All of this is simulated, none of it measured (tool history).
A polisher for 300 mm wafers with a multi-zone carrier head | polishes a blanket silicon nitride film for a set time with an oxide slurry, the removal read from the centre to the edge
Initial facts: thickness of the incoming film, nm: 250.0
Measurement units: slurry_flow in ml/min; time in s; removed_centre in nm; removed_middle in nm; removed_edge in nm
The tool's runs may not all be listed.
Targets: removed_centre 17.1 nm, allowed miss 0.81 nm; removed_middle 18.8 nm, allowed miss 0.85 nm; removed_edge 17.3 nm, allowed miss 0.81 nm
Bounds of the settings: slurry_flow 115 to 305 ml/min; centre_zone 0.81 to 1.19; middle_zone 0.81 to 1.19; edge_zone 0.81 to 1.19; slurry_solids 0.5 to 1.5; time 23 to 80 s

Run 1, hour 0: slurry_flow 195 ml/min, centre_zone 1, middle_zone 1, edge_zone 1, slurry_solids 1, time 51 s. Result: removed_centre 26.726 nm, removed_middle 27.376 nm, removed_edge 28.041 nm.
Run 2, hour 5.7: slurry_flow 195 ml/min, centre_zone 1, middle_zone 1, edge_zone 0.99, slurry_solids 0.95, time 50 s. Result: removed_centre 25.682 nm, removed_middle 25.74 nm, removed_edge 26.134 nm.
Run 3, hour 6.8: slurry_flow 195 ml/min, centre_zone 1.05, middle_zone 1, edge_zone 0.99, slurry_solids 0.95, time 50 s. Result: removed_centre 27.415 nm, removed_middle 26.737 nm, removed_edge 26.047 nm.
Run 4, hour 7.9: slurry_flow 195 ml/min, centre_zone 1.04, middle_zone 1.01, edge_zone 0.98, slurry_solids 0.9, time 49 s. Result: removed_centre 25.46 nm, removed_middle 24.961 nm, removed_edge 25.089 nm.
Run 5, hour 9.8: slurry_flow 195 ml/min, centre_zone 1.04, middle_zone 1.01, edge_zone 0.98, slurry_solids 1, time 49 s. Result: removed_centre 26.752 nm, removed_middle 26.42 nm, removed_edge 26.007 nm.
Run 6, hour 10.7: slurry_flow 195 ml/min, centre_zone 0.97, middle_zone 1.01, edge_zone 0.98, slurry_solids 1, time 49 s. Result: removed_centre 24.188 nm, removed_middle 25.74 nm, removed_edge 26.137 nm.
Run 7, hour 15.1: slurry_flow 195 ml/min, centre_zone 0.97, middle_zone 1.02, edge_zone 0.96, slurry_solids 0.95, time 49 s. Result: removed_centre 24.864 nm, removed_middle 25.751 nm, removed_edge 25.567 nm.
Run 8, hour 20.6: slurry_flow 195 ml/min, centre_zone 0.96, middle_zone 1.03, edge_zone 0.95, slurry_solids 0.9, time 48 s. Result: removed_centre 22.813 nm, removed_middle 25.116 nm, removed_edge 23.774 nm.
Run 9, hour 21.4: slurry_flow 195 ml/min, centre_zone 0.95, middle_zone 1.02, edge_zone 0.94, slurry_solids 0.85, time 48 s. Result: removed_centre 21.793 nm, removed_middle 24.4 nm, removed_edge 23.208 nm.
Run 10, hour 23: slurry_flow 195 ml/min, centre_zone 0.95, middle_zone 1.01, edge_zone 0.93, slurry_solids 0.8, time 48 s. Result: removed_centre 21.668 nm, removed_middle 23.419 nm, removed_edge 22.054 nm.
Run 11, hour 26.4: slurry_flow 195 ml/min, centre_zone 0.94, middle_zone 1, edge_zone 0.92, slurry_solids 0.75, time 48 s. Result: removed_centre 21.37 nm, removed_middle 21.971 nm, removed_edge 21.158 nm.
Run 12, hour 32.6: slurry_flow 170 ml/min, centre_zone 0.84, middle_zone 1.06, edge_zone 0.84, slurry_solids 0.5, time 46 s. Result: removed_centre 13.591 nm, removed_middle 17.252 nm, removed_edge 14.99 nm.
Run 13, hour 34.1: slurry_flow 180 ml/min, centre_zone 0.85, middle_zone 1.05, edge_zone 0.85, slurry_solids 0.5, time 46 s. Result: removed_centre 14.189 nm, removed_middle 17.145 nm, removed_edge 15.54 nm.
Run 14, hour 39.9: slurry_flow 180 ml/min, centre_zone 0.85, middle_zone 1.05, edge_zone 0.85, slurry_solids 0.5, time 46 s. Result: removed_centre 14.12 nm, removed_middle 17.772 nm, removed_edge 15.151 nm.

Of the 4 settings listed for the next run, only one would bring every result within its allowed miss of target. Which one?
Run A, hour 45.7: slurry_flow 130 ml/min, centre_zone 0.83, middle_zone 1.02, edge_zone 0.93, slurry_solids 0.55, time 44 s. Result: removed_centre ?, removed_middle ?, removed_edge ?.
Run B, hour 45.7: slurry_flow 230 ml/min, centre_zone 0.97, middle_zone 1.07, edge_zone 0.99, slurry_solids 0.6, time 42 s. Result: removed_centre ?, removed_middle ?, removed_edge ?.
Run C, hour 45.7: slurry_flow 180 ml/min, centre_zone 1.07, middle_zone 0.95, edge_zone 0.83, slurry_solids 0.5, time 52 s. Result: removed_centre ?, removed_middle ?, removed_edge ?.
Run D, hour 45.7: slurry_flow 170 ml/min, centre_zone 0.89, middle_zone 0.98, edge_zone 0.92, slurry_solids 0.6, time 43 s. Result: removed_centre ?, removed_middle ?, removed_edge ?.

move  removed_centre  removed_middle  removed_edge
   A          13.217          16.083        15.707
   B          16.775            18.3        17.255
   C          19.559          17.743         17.32
   D          15.204          16.721        16.625
A: lands further from the targets than the last run did
B: each result inside its tolerance
C: pushes the last run's worst result past its target
D: nearer the targets than the last run, but a result is still out of spec
B is the move that brings every result within its allowed miss.
